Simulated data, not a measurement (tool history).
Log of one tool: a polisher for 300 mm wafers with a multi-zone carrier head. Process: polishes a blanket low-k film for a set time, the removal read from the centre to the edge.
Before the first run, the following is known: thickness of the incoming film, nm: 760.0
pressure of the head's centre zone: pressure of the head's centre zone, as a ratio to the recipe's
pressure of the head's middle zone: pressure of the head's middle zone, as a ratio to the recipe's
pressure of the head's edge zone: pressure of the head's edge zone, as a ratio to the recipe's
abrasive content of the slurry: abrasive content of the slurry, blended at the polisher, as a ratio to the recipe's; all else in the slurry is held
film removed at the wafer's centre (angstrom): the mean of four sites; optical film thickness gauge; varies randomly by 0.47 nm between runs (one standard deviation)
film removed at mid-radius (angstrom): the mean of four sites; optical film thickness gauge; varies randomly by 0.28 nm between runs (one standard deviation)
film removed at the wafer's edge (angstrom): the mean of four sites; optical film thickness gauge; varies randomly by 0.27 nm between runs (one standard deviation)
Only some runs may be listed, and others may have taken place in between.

| run | hour | flow of slurry (ml/min) | pressure of the head's centre zone | pressure of the head's middle zone | pressure of the head's edge zone | abrasive content of the slurry | polishing time (s) | film removed at the wafer's centre (angstrom) | film removed at mid-radius (angstrom) | film removed at the wafer's edge (angstrom) |
|---|---|---|---|---|---|---|---|---|---|---|
| 1 | 0.0 | 130 | 1.00 | 1.00 | 1.00 | 1.00 | 83 | 439.61 | 444.47 | 423.15 |
| 2 | 5.9 | 125 | 1.01 | 0.95 | 0.97 | 0.85 | 82 | 398.66 | 375.47 | 369.46 |
| 3 | 13.4 | 125 | 1.01 | 1.03 | 0.97 | 0.85 | 82 | 388.35 | 403.02 | 368.09 |
| 4 | 15.8 | 115 | 1.01 | 0.98 | 0.94 | 0.80 | 82 | 369.76 | 355.57 | 350.73 |
| 5 | 21.9 | 110 | 1.02 | 0.96 | 0.91 | 0.75 | 82 | 352.15 | 340.78 | 326.01 |
| 6 | 25.3 | 110 | 0.94 | 0.96 | 0.91 | 0.75 | 82 | 323.99 | 325.85 | 324.92 |
| 7 | 32.9 | 105 | 0.97 | 0.92 | 0.88 | 0.75 | 82 | 332.71 | 317.62 | 319.04 |
| 8 | 39.1 | 100 | 0.99 | 0.89 | 0.86 | 0.75 | 82 | 331.62 | 302.35 | 312.00 |
| 9 | 47.2 | 95 | 1.01 | 0.87 | 0.85 | 0.75 | 82 | 328.50 | 293.20 | 308.32 |
| 10 | 54.0 | 95 | 1.03 | 0.86 | 0.84 | 0.75 | 82 | 336.10 | 291.53 | 308.47 |
| 11 | 54.6 | 95 | 1.04 | 0.86 | 0.83 | 0.75 | 82 | 332.78 | 297.45 | 304.27 |

Run 12 is up next; what results do you expect?
| 12 | 61.6 | 95 | 1.06 | 0.85 | 0.83 | 0.75 | 82 | ? | ? | ? |

{"run 12": {"film removed at the wafer's centre (angstrom)": 342.14, "film removed at mid-radius (angstrom)": 288.61, "film removed at the wafer's edge (angstrom)": 302.83}}

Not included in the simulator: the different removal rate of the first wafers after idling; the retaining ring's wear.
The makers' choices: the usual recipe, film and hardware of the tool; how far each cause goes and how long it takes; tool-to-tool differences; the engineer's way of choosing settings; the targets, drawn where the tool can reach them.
